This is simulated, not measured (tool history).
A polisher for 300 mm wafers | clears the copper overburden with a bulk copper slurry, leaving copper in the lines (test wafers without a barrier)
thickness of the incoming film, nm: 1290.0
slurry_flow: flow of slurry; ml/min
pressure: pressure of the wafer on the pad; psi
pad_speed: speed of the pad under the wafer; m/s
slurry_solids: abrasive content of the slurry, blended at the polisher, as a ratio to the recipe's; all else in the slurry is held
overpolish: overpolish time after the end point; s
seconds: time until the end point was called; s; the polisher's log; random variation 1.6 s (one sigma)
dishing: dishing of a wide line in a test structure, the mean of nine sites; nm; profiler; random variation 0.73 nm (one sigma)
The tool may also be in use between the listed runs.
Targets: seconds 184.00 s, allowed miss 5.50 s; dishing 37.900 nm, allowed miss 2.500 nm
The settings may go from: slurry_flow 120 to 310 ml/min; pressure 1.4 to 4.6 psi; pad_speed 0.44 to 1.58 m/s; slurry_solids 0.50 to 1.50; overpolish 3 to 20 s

run 1 hour=0.0 | slurry_flow=200 pressure=3.0 pad_speed=1.00 slurry_solids=1.00 overpolish=10 | seconds=111.03 dishing=55.937
run 2 hour=4.5 | slurry_flow=195 pressure=2.7 pad_speed=1.00 slurry_solids=1.00 overpolish=10 | seconds=123.30 dishing=52.709
run 3 hour=7.3 | slurry_flow=195 pressure=2.7 pad_speed=1.00 slurry_solids=0.85 overpolish=10 | seconds=126.38 dishing=50.784
run 4 hour=12.1 | slurry_flow=195 pressure=2.7 pad_speed=1.00 slurry_solids=0.85 overpolish=6 | seconds=123.75 dishing=35.063
run 5 hour=17.9 | slurry_flow=195 pressure=2.7 pad_speed=1.00 slurry_solids=0.85 overpolish=8 | seconds=128.31 dishing=42.872
run 6 hour=18.6 | slurry_flow=190 pressure=2.5 pad_speed=1.00 slurry_solids=0.85 overpolish=8 | seconds=135.89 dishing=39.942
run 7 hour=19.5 | slurry_flow=185 pressure=2.3 pad_speed=1.00 slurry_solids=0.85 overpolish=8 | seconds=148.85 dishing=37.614
run 8 hour=24.1 | slurry_flow=180 pressure=2.2 pad_speed=1.00 slurry_solids=0.85 overpolish=8 | seconds=155.58 dishing=37.349
run 9 hour=29.0 | slurry_flow=175 pressure=2.1 pad_speed=1.00 slurry_solids=0.85 overpolish=8 | seconds=163.14 dishing=34.835
run 10 hour=34.7 | slurry_flow=170 pressure=2.1 pad_speed=1.00 slurry_solids=0.85 overpolish=8 | seconds=165.35 dishing=36.122
run 11 hour=35.9 | slurry_flow=145 pressure=1.8 pad_speed=1.00 slurry_solids=0.85 overpolish=10 | seconds=196.20 dishing=36.197
run 12 hour=40.7 | slurry_flow=150 pressure=1.8 pad_speed=1.00 slurry_solids=0.85 overpolish=10 | seconds=189.65 dishing=36.240
run 13 hour=45.7 | slurry_flow=165 pressure=1.9 pad_speed=1.00 slurry_solids=0.85 overpolish=11 | seconds=181.24 dishing=41.884

Which of these 4 next moves meets every target?
run A hour=50.7 | slurry_flow=145 pressure=1.8 pad_speed=1.00 slurry_solids=1.10 overpolish=8 | seconds=? dishing=?
run B hour=50.7 | slurry_flow=185 pressure=1.7 pad_speed=0.96 slurry_solids=0.90 overpolish=11 | seconds=? dishing=?
run C hour=50.7 | slurry_flow=210 pressure=1.8 pad_speed=0.98 slurry_solids=1.00 overpolish=10 | seconds=? dishing=?
run D hour=50.7 | slurry_flow=185 pressure=2.3 pad_speed=0.80 slurry_solids=0.80 overpolish=12 | seconds=? dishing=?

move=A seconds=186.69 dishing=32.301
move=B seconds=204.96 dishing=38.077
move=C seconds=183.76 dishing=38.630
move=D seconds=186.88 dishing=44.244
A: takes the result that was furthest off past its target
B: brings the result that was furthest off to its target, and leaves another outside
C: meets every target
D: further off than the last run
Answer: C

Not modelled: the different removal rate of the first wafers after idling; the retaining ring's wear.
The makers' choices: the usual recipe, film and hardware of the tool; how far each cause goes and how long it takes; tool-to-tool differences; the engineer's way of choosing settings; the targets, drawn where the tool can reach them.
